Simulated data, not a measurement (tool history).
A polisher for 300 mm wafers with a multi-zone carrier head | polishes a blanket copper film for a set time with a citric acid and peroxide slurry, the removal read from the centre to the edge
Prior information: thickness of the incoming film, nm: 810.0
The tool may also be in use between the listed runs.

run    day  flow of slurry (ml/min)  pressure of the head's centre zone  pressure of the head's middle zone  pressure of the head's edge zone  abrasive content of the slurry  polishing time (s)  film removed at the wafer's centre (Å)  film removed at mid-radius (Å)  film removed at the wafer's edge (Å)
  1      0                      315                                   1                                   1                                 1                               1                  69                                  2527.2                          2456.5                                2506.4
  2   0.25                      315                                   1                                1.05                                 1                               1                  69                                  2519.1                          2549.7                                2444.6
  3  0.496                      295                                   1                                1.04                              0.95                            0.85                  56                                    1942                          1930.2                                1822.8
  4  0.721                      295                                   1                                0.96                              0.95                            0.85                  56                                  1931.9                          1800.9                                1840.1
  5  0.867                      295                                   1                                0.96                              0.99                            0.85                  56                                    1932                            1819                                1894.3
  6  1.117                      285                                0.99                                0.96                              0.94                            0.75                  51                                  1659.6                            1591                                1593.5
  7   1.45                      275                                0.97                                0.93                              0.84                             0.5                  43                                  1150.8                          1121.6                                1054.8
  8  1.533                      300                                0.98                                0.95                              0.86                             0.5                  43                                  1175.4                          1124.4                                1096.4

What does the tool deliver on the next run?
  9  1.792                      290                                   1                                0.98                              0.88                             0.5                  43                                       ?                               ?                                     ?

Run 9 gave film removed at the wafer's centre (Å) 1175.5, film removed at mid-radius (Å) 1137.3, film removed at the wafer's edge (Å) 1100.2.

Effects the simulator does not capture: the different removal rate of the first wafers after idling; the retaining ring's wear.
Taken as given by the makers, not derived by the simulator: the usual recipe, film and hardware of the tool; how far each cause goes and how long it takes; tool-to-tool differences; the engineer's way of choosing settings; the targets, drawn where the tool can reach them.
